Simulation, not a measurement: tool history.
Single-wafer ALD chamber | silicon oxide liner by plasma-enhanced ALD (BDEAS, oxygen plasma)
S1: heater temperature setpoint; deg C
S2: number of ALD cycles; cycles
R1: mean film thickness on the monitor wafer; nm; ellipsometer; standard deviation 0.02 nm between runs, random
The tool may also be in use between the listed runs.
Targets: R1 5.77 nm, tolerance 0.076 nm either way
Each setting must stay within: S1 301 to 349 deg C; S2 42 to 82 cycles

run	hour	S1	S2	R1
1	0	325	62	5.4925
2	3.4	325	54	4.7733
3	4.5	325	46	4.0704
4	6.9	324	50	4.3929
5	9.4	328	50	4.4147
6	17.2	333	50	4.3743
7	22	333	53	4.6195
# hour 29.8: thermocouple changed; heater temperature recalibrated
8	29.8	332	55	4.7873
9	31	331	57	4.97
10	32.1	330	59	5.1474
11	40.3	329	60	5.1913
12	46.5	328	61	5.3442
13	53.5	327	62	5.4313
14	60.3	326	63	5.5114

Of the 4 settings listed for the next run, only one would bring every result within its allowed miss of target. Which one?
A	67.1	322	62	?
B	67.1	329	62	?
C	67.1	330	58	?
D	67.1	326	66	?

move	R1
A	5.4884
B	5.4253
C	5.0669
D	5.8041
A: lands further from the targets than the last run did
B: lands further from the targets than the last run did
C: lands further from the targets than the last run did
D: in spec on every target
The right move is D.
